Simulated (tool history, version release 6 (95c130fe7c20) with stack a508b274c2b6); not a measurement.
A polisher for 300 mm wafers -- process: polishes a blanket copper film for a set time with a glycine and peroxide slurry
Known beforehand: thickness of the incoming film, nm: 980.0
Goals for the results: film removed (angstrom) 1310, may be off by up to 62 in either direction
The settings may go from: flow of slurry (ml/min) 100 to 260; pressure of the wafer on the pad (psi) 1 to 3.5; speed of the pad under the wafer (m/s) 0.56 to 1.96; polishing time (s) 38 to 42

run	hour	flow of slurry (ml/min)	pressure of the wafer on the pad (psi)	speed of the pad under the wafer (m/s)	polishing time (s)	film removed (angstrom)
1	0	165	2.2	1.26	42	1912.8
2	5.4	185	2.2	1.26	42	1985.2
3	13.6	185	2.2	1.26	42	1976.5
4	21.9	185	2.2	1.26	42	1947.4
5	27.1	185	1.9	1.24	42	1743.8
6	28.2	180	1.7	1.22	42	1558.4
7	37	165	1.3	1.2	42	1256.7
8	42.7	170	1.3	1.2	42	1220.8

Below are 4 possible settings for the next run. Only one of them brings all results inside the allowed miss of their targets. Which is it?
A	48.4	170	1.1	1.32	42	?
B	48.4	150	1.4	1.28	41	?
C	48.4	125	1.4	1.1	42	?
D	48.4	160	1.2	1.2	42	?

move	film removed (angstrom)
A	1187
B	1321
C	1163.1
D	1167.6
A: misses by more than the last run did
B: meets every target
C: misses by more than the last run did
D: misses by more than the last run did
Go with B: it meets all targets.

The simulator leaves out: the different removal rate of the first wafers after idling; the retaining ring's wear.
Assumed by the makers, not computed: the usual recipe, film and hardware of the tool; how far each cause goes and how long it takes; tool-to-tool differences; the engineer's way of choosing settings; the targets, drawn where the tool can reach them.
